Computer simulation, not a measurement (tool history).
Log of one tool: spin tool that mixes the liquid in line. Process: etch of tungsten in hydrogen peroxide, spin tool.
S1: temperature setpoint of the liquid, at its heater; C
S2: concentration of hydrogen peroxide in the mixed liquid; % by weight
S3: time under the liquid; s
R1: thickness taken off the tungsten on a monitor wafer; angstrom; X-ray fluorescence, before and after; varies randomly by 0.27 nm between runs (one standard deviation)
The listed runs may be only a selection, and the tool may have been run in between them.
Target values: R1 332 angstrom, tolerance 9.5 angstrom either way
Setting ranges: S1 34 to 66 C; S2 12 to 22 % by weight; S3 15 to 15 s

run,hour,S1,S2,S3,R1
1,0,50,15,15,164.91
2,5.1,51.5,15,15,179.68
3,8.8,53,15,15,195.33
4,11.4,48,15,15,144.17
5,12,48,16.5,15,150.55
6,15.3,49.5,16.5,15,164.05
7,16,51,16.5,15,177.73
8,20.6,52.5,16.5,15,198.64
9,22.1,52.5,16.5,15,201.18
10,23.7,60.5,16.5,15,318.86

5 next moves are on the table. One of them brings every result within its allowed miss. Which?
A,25.3,61,19,15,?
B,25.3,60.5,15,15,?
C,25.3,59,21,15,?
D,25.3,62.5,16.5,15,?
E,25.3,60.5,14.5,15,?

move,R1
A,350.97
B,303.05
C,328.89
D,356.21
E,297.95
A: carries the result that was furthest off beyond its target, to the other side
B: its largest miss is bigger than the last run's
C: all results land within tolerance of their targets
D: carries the result that was furthest off beyond its target, to the other side
E: its largest miss is bigger than the last run's
C meets every target.
